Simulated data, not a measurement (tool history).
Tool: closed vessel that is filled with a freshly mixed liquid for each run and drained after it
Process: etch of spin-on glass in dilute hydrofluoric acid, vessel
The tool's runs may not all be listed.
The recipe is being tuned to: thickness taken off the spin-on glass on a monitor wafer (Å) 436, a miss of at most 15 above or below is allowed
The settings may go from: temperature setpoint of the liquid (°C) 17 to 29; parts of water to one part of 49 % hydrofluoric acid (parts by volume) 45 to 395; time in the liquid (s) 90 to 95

run  hour  temperature setpoint of the liquid (°C)  parts of water to one part of 49 % hydrofluoric acid (parts by volume)  time in the liquid (s)  thickness taken off the spin-on glass on a monitor wafer (Å)
  1     0                                       21                                                                     220                      90                                                         116.2
  2   0.9                                     23.5                                                                     160                      90                                                        190.49
  3   5.8                                       25                                                                     130                      90                                                        253.18
  4    13                                       23                                                                     130                      90                                                        232.81
  5  14.9                                       23                                                                      90                      90                                                        363.93
  6  23.6                                       23                                                                     125                      90                                                        247.93
  7  31.6                                     24.5                                                                     105                      90                                                        315.75
  8  38.1                                     25.5                                                                      95                      90                                                        375.53
  9  43.6                                     26.5                                                                      95                      90                                                        386.66
 10  45.9                                       29                                                                      85                      90                                                        482.26
 11  50.2                                       29                                                                      85                      90                                                        482.16
 12  58.4                                     26.5                                                                      90                      90                                                         413.9
 13  63.8                                       27                                                                      90                      90                                                        419.77

Next run, 4 choices. One meets every target within its allowed miss, the rest don't. Which?
  A  69.2                                       25                                                                      75                      90                                                             ?
  B  69.2                                     23.5                                                                      80                      95                                                             ?
  C  69.2                                       29                                                                      85                      90                                                             ?
  D  69.2                                       29                                                                     105                      95                                                             ?

move  thickness taken off the spin-on glass on a monitor wafer (Å)
   A                                                        476.44
   B                                                        441.06
   C                                                        485.06
   D                                                         403.1
A: the result that was furthest off in the last run now lies on the other side of its target
B: all results land within tolerance of their targets
C: the result that was furthest off in the last run now lies on the other side of its target
D: misses by more than the last run did
So the answer is move B, the one that meets all the targets.
